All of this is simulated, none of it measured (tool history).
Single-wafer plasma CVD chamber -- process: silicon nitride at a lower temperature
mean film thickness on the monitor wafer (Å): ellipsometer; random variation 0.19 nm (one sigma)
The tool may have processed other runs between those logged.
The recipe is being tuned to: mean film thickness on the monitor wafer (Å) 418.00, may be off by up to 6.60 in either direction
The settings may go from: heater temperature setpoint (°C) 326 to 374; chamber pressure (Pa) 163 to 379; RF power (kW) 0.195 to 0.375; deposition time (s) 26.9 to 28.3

| run | hour | heater temperature setpoint (°C) | chamber pressure (Pa) | RF power (kW) | deposition time (s) | mean film thickness on the monitor wafer (Å) |
|---|---|---|---|---|---|---|
| 1 | 0.0 | 350 | 271 | 0.285 | 28.3 | 365.07 |
| 2 | 2.1 | 350 | 271 | 0.315 | 28.3 | 402.88 |
| 3 | 3.2 | 350 | 279 | 0.315 | 28.3 | 406.31 |
| 4 | 4.2 | 350 | 284 | 0.315 | 28.3 | 407.90 |
|  | 12.1 | thermocouple changed; heater temperature recalibrated |
| 5 | 12.1 | 350 | 284 | 0.315 | 28.3 | 410.15 |
| 6 | 15.1 | 350 | 284 | 0.315 | 26.9 | 385.82 |
| 7 | 21.4 | 350 | 303 | 0.315 | 26.9 | 393.01 |
| 8 | 24.6 | 350 | 357 | 0.320 | 26.9 | 411.91 |

Which single option among these 4 for the next run brings every result within its allowed miss of target? Just one does.
| A | 27.8 | 364 | 349 | 0.315 | 27.1 | ? |
| B | 27.8 | 349 | 379 | 0.320 | 27.2 | ? |
| C | 27.8 | 348 | 343 | 0.315 | 26.9 | ? |
| D | 27.8 | 335 | 357 | 0.310 | 27.1 | ? |

| move | mean film thickness on the monitor wafer (Å) |
|---|---|
| A | 399.72 |
| B | 415.29 |
| C | 397.44 |
| D | 399.48 |
A: misses by more than the last run did
B: every result within its allowed miss
C: misses by more than the last run did
D: misses by more than the last run did
Move B is the one to make.
